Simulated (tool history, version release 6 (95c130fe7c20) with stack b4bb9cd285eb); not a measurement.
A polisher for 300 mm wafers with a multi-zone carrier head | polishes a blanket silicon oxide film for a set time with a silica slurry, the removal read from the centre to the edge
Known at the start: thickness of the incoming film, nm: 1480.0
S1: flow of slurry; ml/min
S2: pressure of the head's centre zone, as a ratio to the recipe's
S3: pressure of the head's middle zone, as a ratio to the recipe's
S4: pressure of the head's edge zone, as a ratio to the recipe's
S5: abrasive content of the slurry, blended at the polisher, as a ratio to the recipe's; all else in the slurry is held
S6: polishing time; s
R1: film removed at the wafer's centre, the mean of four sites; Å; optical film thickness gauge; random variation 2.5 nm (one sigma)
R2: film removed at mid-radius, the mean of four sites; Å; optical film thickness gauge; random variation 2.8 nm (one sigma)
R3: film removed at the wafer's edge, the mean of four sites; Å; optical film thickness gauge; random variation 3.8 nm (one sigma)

Run 1, hour 0: S1 305 ml/min, S2 1, S3 1, S4 1, S5 1, S6 84 s. Result: R1 3595.2 Å, R2 3809.7 Å, R3 3781.8 Å.
Run 2, hour 3.7: S1 305 ml/min, S2 1, S3 1, S4 1.07, S5 1, S6 84 s. Result: R1 3658.8 Å, R2 3812.6 Å, R3 3823.9 Å.
Run 3, hour 12.6: S1 305 ml/min, S2 1, S3 1, S4 1.07, S5 1, S6 74 s. Result: R1 3159 Å, R2 3310.7 Å, R3 3383.6 Å.
Run 4, hour 21.4: S1 305 ml/min, S2 1.04, S3 1, S4 1.07, S5 1, S6 74 s. Result: R1 3252.4 Å, R2 3290.6 Å, R3 3405.3 Å.
Run 5, hour 24.1: S1 355 ml/min, S2 1.04, S3 1, S4 1.07, S5 1, S6 74 s. Result: R1 3307.2 Å, R2 3314.4 Å, R3 3445.7 Å.
Run 6, hour 27.5: S1 355 ml/min, S2 1.05, S3 0.98, S4 1.06, S5 0.9, S6 73 s. Result: R1 3099 Å, R2 3084.8 Å, R3 3170.6 Å.
Run 7, hour 32.9: S1 355 ml/min, S2 1.05, S3 0.95, S4 1.07, S5 0.85, S6 73 s. Result: R1 2985 Å, R2 2889.3 Å, R3 3112.2 Å.
Run 8, hour 40.4: S1 355 ml/min, S2 1.06, S3 0.93, S4 1.05, S5 0.8, S6 73 s. Result: R1 2817.8 Å, R2 2687.9 Å, R3 2916 Å.
Run 9, hour 41.9: S1 350 ml/min, S2 1.07, S3 0.91, S4 1.03, S5 0.8, S6 73 s. Result: R1 2904.8 Å, R2 2682.6 Å, R3 2877.9 Å.
Run 10, hour 48.7: S1 350 ml/min, S2 1.06, S3 0.89, S4 1.02, S5 0.8, S6 73 s. Result: R1 2870.3 Å, R2 2636.8 Å, R3 2855.4 Å.

The next listed run, before its measurement:
Run 11, hour 55.9: S1 350 ml/min, S2 1.06, S3 0.88, S4 1.01, S5 0.8, S6 73 s. Result: R1 ?, R2 ?, R3 ?.

Run 11 gave R1 2860.6 Å, R2 2576.8 Å, R3 2851.7 Å.

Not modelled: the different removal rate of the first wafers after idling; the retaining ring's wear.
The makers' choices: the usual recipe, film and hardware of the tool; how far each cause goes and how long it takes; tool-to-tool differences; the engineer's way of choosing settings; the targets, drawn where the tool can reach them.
